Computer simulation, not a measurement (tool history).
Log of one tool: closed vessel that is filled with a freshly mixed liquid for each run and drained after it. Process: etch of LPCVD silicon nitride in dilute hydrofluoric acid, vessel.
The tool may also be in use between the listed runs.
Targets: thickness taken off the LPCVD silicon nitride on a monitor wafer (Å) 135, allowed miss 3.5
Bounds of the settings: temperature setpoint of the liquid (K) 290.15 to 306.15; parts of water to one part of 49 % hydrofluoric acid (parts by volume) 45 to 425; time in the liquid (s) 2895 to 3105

| run | hour | temperature setpoint of the liquid (K) | parts of water to one part of 49 % hydrofluoric acid (parts by volume) | time in the liquid (s) | thickness taken off the LPCVD silicon nitride on a monitor wafer (Å) |
|---|---|---|---|---|---|
| 1 | 0 | 298.15 | 235 | 2895 | 67.292 |
| 2 | 3.3 | 299.65 | 225 | 2895 | 77.822 |
| 3 | 5.6 | 301.65 | 225 | 2895 | 88.575 |
| 4 | 12.7 | 301.65 | 225 | 2895 | 86.732 |
| 5 | 20.7 | 304.65 | 225 | 2895 | 104.27 |
| 6 | 28.7 | 303.65 | 225 | 2895 | 98.645 |
| 7 | 35.6 | 304.15 | 220 | 2895 | 102.19 |
| 8 | 43.1 | 304.65 | 215 | 2895 | 108.43 |
| 9 | 51.9 | 304.65 | 210 | 2895 | 110.83 |
| 10 | 55.8 | 304.65 | 205 | 2895 | 115.6 |
| 11 | 63 | 305.65 | 195 | 2895 | 126.53 |

5 next moves are on the table. One of them brings every result within its allowed miss. Which?
| A | 70.2 | 303.15 | 180 | 2950 | ? |
| B | 70.2 | 305.15 | 170 | 2895 | ? |
| C | 70.2 | 304.65 | 185 | 3040 | ? |
| D | 70.2 | 306.15 | 185 | 2990 | ? |
| E | 70.2 | 304.15 | 175 | 3105 | ? |

| move | thickness taken off the LPCVD silicon nitride on a monitor wafer (Å) |
|---|---|
| A | 121.84 |
| B | 142.91 |
| C | 133.56 |
| D | 143.51 |
| E | 140.16 |
A: further off than the last run
B: takes the result that was furthest off past its target
C: meets every target
D: takes the result that was furthest off past its target
E: takes the result that was furthest off past its target
The right move is C.
